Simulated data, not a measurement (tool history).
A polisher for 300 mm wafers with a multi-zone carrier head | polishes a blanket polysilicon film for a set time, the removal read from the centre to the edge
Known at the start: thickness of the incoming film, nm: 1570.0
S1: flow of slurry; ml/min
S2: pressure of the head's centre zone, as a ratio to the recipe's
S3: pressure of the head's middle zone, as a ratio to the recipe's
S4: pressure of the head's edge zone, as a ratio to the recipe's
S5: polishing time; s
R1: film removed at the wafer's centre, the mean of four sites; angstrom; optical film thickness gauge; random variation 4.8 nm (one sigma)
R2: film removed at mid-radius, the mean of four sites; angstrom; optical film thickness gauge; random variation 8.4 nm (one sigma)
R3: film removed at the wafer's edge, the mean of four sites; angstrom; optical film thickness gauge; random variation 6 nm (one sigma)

run  hour   S1    S2    S3    S4  S5      R1      R2      R3
  1     0  155     1     1     1  58  4912.6  5041.9  4991.3
  2   4.8  155  1.05     1     1  58  5219.6  5044.3  4870.8
  3  10.1  155  1.05     1     1  53  4824.3  4562.7  4512.5
  4  11.5  155  1.13     1     1  53  5162.3  4543.8    4491
  5  14.1  155  1.13  0.97     1  53  5142.4  4452.1  4569.7
  6  22.2  170   1.1  1.02  1.03  59  5593.2  5343.4  5048.6
  7  28.4  180   1.1  1.04  1.06  63  6185.4  5889.1  5736.9
  8  35.1  180   1.1  1.04  1.06  63  6093.5  5842.6  5663.8

Run 9 comes next. What will it give?
  9  40.6  195  1.1  1.08  1.07  65   ?   ?   ?

{"run 9": {"R1": 6357.4, "R2": 6287.5, "R3": 5833}}
